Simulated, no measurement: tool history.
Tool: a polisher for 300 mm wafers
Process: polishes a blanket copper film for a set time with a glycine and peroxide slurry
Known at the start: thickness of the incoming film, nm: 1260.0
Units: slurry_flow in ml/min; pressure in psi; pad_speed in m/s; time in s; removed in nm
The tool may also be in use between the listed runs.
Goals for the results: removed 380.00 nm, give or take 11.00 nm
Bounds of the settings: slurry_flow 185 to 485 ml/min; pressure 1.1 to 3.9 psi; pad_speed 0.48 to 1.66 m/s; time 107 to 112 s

run	hour	slurry_flow	pressure	pad_speed	time	removed
1	0.0	310	2.5	1.06	107	451.44
2	6.0	310	2.5	1.06	107	458.71
3	9.7	310	2.3	1.06	107	423.72
4	14.8	310	2.2	1.06	107	410.79
5	16.8	265	2.2	1.06	107	402.92
6	19.7	265	2.2	1.22	107	458.93
7	23.0	265	2.0	1.22	107	418.40
8	27.5	265	1.9	1.22	107	397.19

Of the 5 settings listed for the next run, only one would bring every result within its allowed miss of target. Which one?
A	32.0	265	1.5	1.32	107	?
B	32.0	315	1.8	1.22	112	?
C	32.0	250	1.6	1.24	107	?
D	32.0	315	1.6	1.20	107	?
E	32.0	225	1.7	1.26	111	?

move	removed
A	355.87
B	409.35
C	353.61
D	353.80
E	383.07
A: takes the biggest miss from the last run beyond its target
B: misses by more than the last run did
C: takes the biggest miss from the last run beyond its target
D: takes the biggest miss from the last run beyond its target
E: each result inside its tolerance
So the answer is move E, the one that meets all the targets.

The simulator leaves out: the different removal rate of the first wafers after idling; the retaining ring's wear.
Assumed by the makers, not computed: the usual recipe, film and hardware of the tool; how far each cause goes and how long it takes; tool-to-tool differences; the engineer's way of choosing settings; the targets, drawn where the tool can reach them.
